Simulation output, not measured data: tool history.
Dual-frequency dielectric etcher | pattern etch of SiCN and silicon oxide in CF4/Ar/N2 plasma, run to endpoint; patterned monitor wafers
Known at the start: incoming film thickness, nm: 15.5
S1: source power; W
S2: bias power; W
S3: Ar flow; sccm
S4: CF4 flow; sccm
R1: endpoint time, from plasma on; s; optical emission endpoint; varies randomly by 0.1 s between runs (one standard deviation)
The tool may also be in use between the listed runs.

{"run": 1, "hour": 0.0, "S1": 390, "S2": 65, "S3": 72, "S4": 61, "R1": 17.697}
{"run": 2, "hour": 4.0, "S1": 410, "S2": 65, "S3": 72, "S4": 61, "R1": 17.1}
{"run": 3, "hour": 11.1, "S1": 410, "S2": 65, "S3": 72, "S4": 54, "R1": 17.415}
{"run": 4, "hour": 12.6, "S1": 430, "S2": 65, "S3": 72, "S4": 54, "R1": 16.389}
{"run": 5, "hour": 15.9, "S1": 430, "S2": 61, "S3": 72, "S4": 54, "R1": 17.035}
{"run": 6, "hour": 22.3, "S1": 440, "S2": 61, "S3": 72, "S4": 54, "R1": 16.681}
{"run": 7, "hour": 23.3, "S1": 450, "S2": 61, "S3": 72, "S4": 54, "R1": 16.609}
{"run": 8, "hour": 30.8, "S1": 460, "S2": 61, "S3": 72, "S4": 54, "R1": 16.221}
{"run": 9, "hour": 38.8, "S1": 470, "S2": 61, "S3": 72, "S4": 54, "R1": 15.939}

What will run 10 give?
{"run": 10, "hour": 41.7, "S1": 480, "S2": 61, "S3": 72, "S4": 54, "R1": "?"}

R1: 15.674 s
